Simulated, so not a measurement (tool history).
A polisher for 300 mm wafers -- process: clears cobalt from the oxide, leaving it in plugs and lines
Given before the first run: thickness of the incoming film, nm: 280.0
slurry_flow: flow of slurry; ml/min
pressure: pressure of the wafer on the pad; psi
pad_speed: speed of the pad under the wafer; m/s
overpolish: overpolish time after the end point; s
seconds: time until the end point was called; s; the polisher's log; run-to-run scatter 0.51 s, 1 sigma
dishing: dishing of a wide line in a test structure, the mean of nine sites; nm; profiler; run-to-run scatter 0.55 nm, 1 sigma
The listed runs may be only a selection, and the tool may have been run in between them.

Run 1, hour 0: slurry_flow 270 ml/min, pressure 2.5 psi, pad_speed 1.02 m/s, overpolish 14 s. Result: seconds 58.2 s, dishing 28.69 nm.
Run 2, hour 2.9: slurry_flow 270 ml/min, pressure 2.5 psi, pad_speed 1.18 m/s, overpolish 14 s. Result: seconds 49.92 s, dishing 28.808 nm.
Run 3, hour 7.5: slurry_flow 255 ml/min, pressure 2.5 psi, pad_speed 1.24 m/s, overpolish 12 s. Result: seconds 49.16 s, dishing 27.856 nm.
Run 4, hour 14.3: slurry_flow 255 ml/min, pressure 3.1 psi, pad_speed 1.24 m/s, overpolish 12 s. Result: seconds 41.003 s, dishing 28.866 nm.
Run 5, hour 20.1: slurry_flow 255 ml/min, pressure 3.1 psi, pad_speed 1.24 m/s, overpolish 6 s. Result: seconds 40.531 s, dishing 22.554 nm.
Run 6, hour 27.2: slurry_flow 215 ml/min, pressure 3.1 psi, pad_speed 1.24 m/s, overpolish 6 s. Result: seconds 42.085 s, dishing 22.445 nm.
Run 7, hour 35.2: slurry_flow 220 ml/min, pressure 3.2 psi, pad_speed 1.24 m/s, overpolish 6 s. Result: seconds 40.877 s, dishing 23.135 nm.
Run 8, hour 40.6: slurry_flow 230 ml/min, pressure 3.3 psi, pad_speed 1.24 m/s, overpolish 6 s. Result: seconds 39.522 s, dishing 23.57 nm.

Expected results for the next run?
Run 9, hour 42.3: slurry_flow 175 ml/min, pressure 3.5 psi, pad_speed 1.26 m/s, overpolish 4 s. Result: seconds ?, dishing ?.

seconds: 38.078 s
dishing: 19.529 nm
